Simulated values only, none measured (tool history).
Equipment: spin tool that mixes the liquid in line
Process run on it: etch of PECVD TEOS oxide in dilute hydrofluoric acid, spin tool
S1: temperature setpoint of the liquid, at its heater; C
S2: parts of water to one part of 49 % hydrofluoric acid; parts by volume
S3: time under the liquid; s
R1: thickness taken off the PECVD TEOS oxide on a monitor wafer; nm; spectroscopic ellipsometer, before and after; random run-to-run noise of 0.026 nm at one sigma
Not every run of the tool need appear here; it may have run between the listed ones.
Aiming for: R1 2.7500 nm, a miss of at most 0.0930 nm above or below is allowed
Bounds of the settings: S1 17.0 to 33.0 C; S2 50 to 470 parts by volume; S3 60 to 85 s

run	hour	S1	S2	S3	R1
1	0.0	25.0	260	85	3.7664
2	5.9	24.0	260	85	3.6456
3	11.4	26.0	260	85	3.9659
4	14.8	25.0	260	85	3.7207
5	23.4	25.0	260	85	3.7973
6	25.5	23.5	260	85	3.5744
7	32.4	22.5	260	85	3.4576
8	40.7	22.0	260	85	3.4014
9	45.6	21.5	260	85	3.3657
10	53.7	21.0	265	85	3.2457
11	57.8	20.5	265	85	3.1462
12	62.8	20.0	265	85	3.0234
13	67.8	19.5	265	85	3.0146

Below are 4 possible settings for the next run. Only one of them brings all results inside the allowed miss of their targets. Which is it?
A	72.8	22.0	290	85	?
B	72.8	17.5	270	85	?
C	72.8	19.5	250	85	?
D	72.8	18.0	290	85	?

move	R1
A	2.9873
B	2.7657
C	3.2809
D	2.5793
A: moves toward the targets from the last run without getting all of them in spec
B: all results land within tolerance of their targets
C: its largest miss is bigger than the last run's
D: pushes the last run's worst result past its target
The right move is B.

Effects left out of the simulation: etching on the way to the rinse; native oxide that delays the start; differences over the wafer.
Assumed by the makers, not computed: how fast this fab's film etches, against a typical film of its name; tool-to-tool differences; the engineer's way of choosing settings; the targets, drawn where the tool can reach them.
